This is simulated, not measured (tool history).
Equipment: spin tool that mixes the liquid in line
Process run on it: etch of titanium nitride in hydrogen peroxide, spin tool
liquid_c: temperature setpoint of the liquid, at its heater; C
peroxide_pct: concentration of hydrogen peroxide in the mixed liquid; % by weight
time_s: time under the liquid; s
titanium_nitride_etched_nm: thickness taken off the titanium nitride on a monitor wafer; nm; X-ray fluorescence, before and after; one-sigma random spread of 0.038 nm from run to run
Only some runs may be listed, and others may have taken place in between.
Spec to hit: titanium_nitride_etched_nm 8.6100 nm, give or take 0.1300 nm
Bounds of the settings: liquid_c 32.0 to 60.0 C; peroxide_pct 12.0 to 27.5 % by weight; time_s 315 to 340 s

{"run": 1, "hour": 0.0, "liquid_c": 44.0, "peroxide_pct": 18.5, "time_s": 315, "titanium_nitride_etched_nm": 14.537}
{"run": 2, "hour": 5.3, "liquid_c": 44.0, "peroxide_pct": 18.5, "time_s": 315, "titanium_nitride_etched_nm": 14.577}
{"run": 3, "hour": 13.7, "liquid_c": 42.5, "peroxide_pct": 18.5, "time_s": 315, "titanium_nitride_etched_nm": 13.042}
{"run": 4, "hour": 19.4, "liquid_c": 42.5, "peroxide_pct": 18.5, "time_s": 340, "titanium_nitride_etched_nm": 14.071}
{"run": 5, "hour": 24.3, "liquid_c": 41.5, "peroxide_pct": 18.5, "time_s": 340, "titanium_nitride_etched_nm": 13.004}
{"run": 6, "hour": 28.4, "liquid_c": 44.5, "peroxide_pct": 18.5, "time_s": 340, "titanium_nitride_etched_nm": 16.281}
{"run": 7, "hour": 34.0, "liquid_c": 43.0, "peroxide_pct": 18.5, "time_s": 340, "titanium_nitride_etched_nm": 14.664}
{"run": 8, "hour": 40.3, "liquid_c": 41.5, "peroxide_pct": 18.5, "time_s": 340, "titanium_nitride_etched_nm": 13.039}
{"run": 9, "hour": 41.5, "liquid_c": 40.5, "peroxide_pct": 18.5, "time_s": 340, "titanium_nitride_etched_nm": 12.002}
{"run": 10, "hour": 43.5, "liquid_c": 39.5, "peroxide_pct": 18.5, "time_s": 340, "titanium_nitride_etched_nm": 11.141}
{"run": 11, "hour": 45.5, "liquid_c": 39.0, "peroxide_pct": 18.5, "time_s": 340, "titanium_nitride_etched_nm": 10.712}
{"run": 12, "hour": 54.5, "liquid_c": 35.5, "peroxide_pct": 18.5, "time_s": 340, "titanium_nitride_etched_nm": 8.1396}

Consider the 4 candidate settings below. Which is the only one whose results all fall within their allowed miss of target?
{"run": "A", "hour": 63.5, "liquid_c": 38.0, "peroxide_pct": 16.0, "time_s": 315, "titanium_nitride_etched_nm": "?"}
{"run": "B", "hour": 63.5, "liquid_c": 35.0, "peroxide_pct": 24.5, "time_s": 335, "titanium_nitride_etched_nm": "?"}
{"run": "C", "hour": 63.5, "liquid_c": 36.0, "peroxide_pct": 21.0, "time_s": 335, "titanium_nitride_etched_nm": "?"}
{"run": "D", "hour": 63.5, "liquid_c": 35.5, "peroxide_pct": 19.5, "time_s": 340, "titanium_nitride_etched_nm": "?"}

move=A titanium_nitride_etched_nm=8.9692
move=B titanium_nitride_etched_nm=8.2534
move=C titanium_nitride_etched_nm=8.6405
move=D titanium_nitride_etched_nm=8.2967
A: takes the biggest miss from the last run beyond its target
B: an improvement on the last run, though not all results are within tolerance
C: hits every target within its allowed miss
D: an improvement on the last run, though not all results are within tolerance
The right move is C.

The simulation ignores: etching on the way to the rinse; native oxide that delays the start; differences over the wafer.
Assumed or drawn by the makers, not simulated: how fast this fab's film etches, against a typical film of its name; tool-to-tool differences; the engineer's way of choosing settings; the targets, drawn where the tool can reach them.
